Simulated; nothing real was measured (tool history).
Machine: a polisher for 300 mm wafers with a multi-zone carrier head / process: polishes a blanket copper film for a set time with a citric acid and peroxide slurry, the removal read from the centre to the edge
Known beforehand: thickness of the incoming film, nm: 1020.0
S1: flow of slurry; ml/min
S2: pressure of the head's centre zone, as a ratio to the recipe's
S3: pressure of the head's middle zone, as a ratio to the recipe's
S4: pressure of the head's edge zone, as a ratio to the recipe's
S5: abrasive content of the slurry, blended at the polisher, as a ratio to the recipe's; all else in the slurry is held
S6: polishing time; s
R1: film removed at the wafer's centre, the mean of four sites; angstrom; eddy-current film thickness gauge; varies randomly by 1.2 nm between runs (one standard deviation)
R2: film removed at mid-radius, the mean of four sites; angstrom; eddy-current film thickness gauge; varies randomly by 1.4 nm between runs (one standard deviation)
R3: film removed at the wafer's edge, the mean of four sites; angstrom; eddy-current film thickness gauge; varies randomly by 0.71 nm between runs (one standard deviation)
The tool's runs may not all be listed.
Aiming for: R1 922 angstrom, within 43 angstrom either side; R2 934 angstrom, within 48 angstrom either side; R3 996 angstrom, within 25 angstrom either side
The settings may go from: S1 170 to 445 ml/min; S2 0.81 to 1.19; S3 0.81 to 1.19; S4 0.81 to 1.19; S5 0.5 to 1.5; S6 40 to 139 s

{"run": 1, "hour": 0.0, "S1": 285, "S2": 1, "S3": 1, "S4": 1, "S5": 1, "S6": 89, "R1": 1769.3, "R2": 1830.8, "R3": 1695.5}
{"run": 2, "hour": 8.4, "S1": 285, "S2": 1, "S3": 1, "S4": 1.04, "S5": 1, "S6": 89, "R1": 1786.6, "R2": 1753.1, "R3": 1704.9}
{"run": 3, "hour": 11.7, "S1": 285, "S2": 1, "S3": 1, "S4": 1.04, "S5": 0.85, "S6": 89, "R1": 1722.1, "R2": 1718.6, "R3": 1660.6}
{"run": 4, "hour": 12.7, "S1": 285, "S2": 1.04, "S3": 1, "S4": 1.04, "S5": 0.85, "S6": 89, "R1": 1821.8, "R2": 1724.7, "R3": 1674.3}
{"run": 5, "hour": 14.8, "S1": 285, "S2": 1.08, "S3": 1, "S4": 1.04, "S5": 0.85, "S6": 89, "R1": 1873.3, "R2": 1701.8, "R3": 1658.2}
{"run": 6, "hour": 21.3, "S1": 315, "S2": 1.08, "S3": 1, "S4": 1.04, "S5": 0.85, "S6": 89, "R1": 1873.4, "R2": 1728.4, "R3": 1663.1}
{"run": 7, "hour": 25.8, "S1": 285, "S2": 0.98, "S3": 0.9, "S4": 0.94, "S5": 0.6, "S6": 64, "R1": 1158.8, "R2": 1061.1, "R3": 1060.8}
{"run": 8, "hour": 30.2, "S1": 285, "S2": 0.98, "S3": 0.9, "S4": 0.94, "S5": 0.6, "S6": 64, "R1": 1164.2, "R2": 1067.7, "R3": 1061.5}
{"run": 9, "hour": 33.3, "S1": 280, "S2": 0.94, "S3": 0.88, "S4": 0.94, "S5": 0.55, "S6": 64, "R1": 1093, "R2": 1023.8, "R3": 1051.5}
{"run": 10, "hour": 38.5, "S1": 275, "S2": 0.91, "S3": 0.87, "S4": 0.93, "S5": 0.55, "S6": 64, "R1": 1034.3, "R2": 1019.6, "R3": 1033}
{"run": 11, "hour": 41.3, "S1": 270, "S2": 0.9, "S3": 0.85, "S4": 0.93, "S5": 0.55, "S6": 64, "R1": 1025.8, "R2": 988.7, "R3": 1039.5}
{"run": 12, "hour": 48.2, "S1": 265, "S2": 0.88, "S3": 0.84, "S4": 0.92, "S5": 0.55, "S6": 64, "R1": 1010.4, "R2": 962.22, "R3": 1030.5}
{"run": 13, "hour": 53.8, "S1": 260, "S2": 0.86, "S3": 0.84, "S4": 0.91, "S5": 0.55, "S6": 64, "R1": 997.83, "R2": 983.59, "R3": 1026.9}
{"run": 14, "hour": 62.3, "S1": 250, "S2": 0.81, "S3": 0.81, "S4": 0.92, "S5": 0.5, "S6": 61, "R1": 858.89, "R2": 870.72, "R3": 958.89}
{"run": 15, "hour": 68.5, "S1": 260, "S2": 0.82, "S3": 0.82, "S4": 0.93, "S5": 0.5, "S6": 61, "R1": 867.23, "R2": 888.33, "R3": 964.24}

Which single option among these 4 for the next run brings every result within its allowed miss of target? Just one does.
{"run": "A", "hour": 74.7, "S1": 295, "S2": 0.91, "S3": 0.89, "S4": 0.82, "S5": 0.8, "S6": 60, "R1": "?", "R2": "?", "R3": "?"}
{"run": "B", "hour": 74.7, "S1": 200, "S2": 0.83, "S3": 0.82, "S4": 0.96, "S5": 0.5, "S6": 66, "R1": "?", "R2": "?", "R3": "?"}
{"run": "C", "hour": 74.7, "S1": 225, "S2": 0.86, "S3": 0.86, "S4": 0.95, "S5": 0.65, "S6": 59, "R1": "?", "R2": "?", "R3": "?"}
{"run": "D", "hour": 74.7, "S1": 240, "S2": 0.85, "S3": 0.96, "S4": 0.81, "S5": 0.65, "S6": 59, "R1": "?", "R2": "?", "R3": "?"}

move=A R1=1070.4 R2=1049 R3=997.01
move=B R1=941.67 R2=951.18 R3=1046.3
move=C R1=929.18 R2=939.92 R3=986.33
move=D R1=925.06 R2=1036.3 R3=922.71
A: carries the result that was furthest off beyond its target, to the other side
B: puts the biggest miss on target and leaves a different result outside tolerance
C: every result within its allowed miss
D: puts the biggest miss on target and leaves a different result outside tolerance
So the answer is move C, the one that meets all the targets.
